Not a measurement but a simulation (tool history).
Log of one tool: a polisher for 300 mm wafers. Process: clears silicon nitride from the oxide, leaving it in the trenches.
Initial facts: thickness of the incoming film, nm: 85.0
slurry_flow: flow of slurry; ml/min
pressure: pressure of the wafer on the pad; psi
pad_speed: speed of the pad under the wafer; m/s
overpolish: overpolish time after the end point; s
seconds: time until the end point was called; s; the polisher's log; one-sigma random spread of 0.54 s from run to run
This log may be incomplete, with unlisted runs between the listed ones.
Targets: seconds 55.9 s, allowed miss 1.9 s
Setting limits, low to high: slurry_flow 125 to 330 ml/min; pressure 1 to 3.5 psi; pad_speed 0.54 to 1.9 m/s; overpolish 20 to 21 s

{"run": 1, "hour": 0.0, "slurry_flow": 210, "pressure": 2.2, "pad_speed": 1.22, "overpolish": 20, "seconds": 84.222}
{"run": 2, "hour": 5.7, "slurry_flow": 210, "pressure": 1.8, "pad_speed": 1.22, "overpolish": 20, "seconds": 102.03}
{"run": 3, "hour": 6.7, "slurry_flow": 210, "pressure": 1.8, "pad_speed": 1.34, "overpolish": 20, "seconds": 92.73}
{"run": 4, "hour": 13.9, "slurry_flow": 210, "pressure": 1.8, "pad_speed": 1.34, "overpolish": 20, "seconds": 92.756}
{"run": 5, "hour": 21.5, "slurry_flow": 210, "pressure": 1.9, "pad_speed": 1.34, "overpolish": 20, "seconds": 86.35}
{"run": 6, "hour": 26.6, "slurry_flow": 210, "pressure": 1.9, "pad_speed": 1.16, "overpolish": 20, "seconds": 101.78}
{"run": 7, "hour": 29.6, "slurry_flow": 225, "pressure": 2.5, "pad_speed": 1.18, "overpolish": 20, "seconds": 75.792}
{"run": 8, "hour": 37.3, "slurry_flow": 225, "pressure": 2.6, "pad_speed": 1.18, "overpolish": 20, "seconds": 72.963}
{"run": 9, "hour": 40.5, "slurry_flow": 235, "pressure": 3.2, "pad_speed": 1.2, "overpolish": 20, "seconds": 58.58}

Which single option among these 5 for the next run brings every result within its allowed miss of target? Just one does.
{"run": "A", "hour": 43.7, "slurry_flow": 225, "pressure": 3.1, "pad_speed": 1.16, "overpolish": 21, "seconds": "?"}
{"run": "B", "hour": 43.7, "slurry_flow": 245, "pressure": 3.1, "pad_speed": 1.14, "overpolish": 20, "seconds": "?"}
{"run": "C", "hour": 43.7, "slurry_flow": 285, "pressure": 2.7, "pad_speed": 1.34, "overpolish": 20, "seconds": "?"}
{"run": "D", "hour": 43.7, "slurry_flow": 165, "pressure": 3.2, "pad_speed": 1.12, "overpolish": 20, "seconds": "?"}
{"run": "E", "hour": 43.7, "slurry_flow": 200, "pressure": 3.3, "pad_speed": 1.24, "overpolish": 20, "seconds": "?"}

move=A seconds=61.145
move=B seconds=61.54
move=C seconds=59.242
move=D seconds=64.315
move=E seconds=54.789
A: the biggest miss grows against the last run
B: the biggest miss grows against the last run
C: the biggest miss grows against the last run
D: the biggest miss grows against the last run
E: in spec on every target
E is the move that brings every result within its allowed miss.
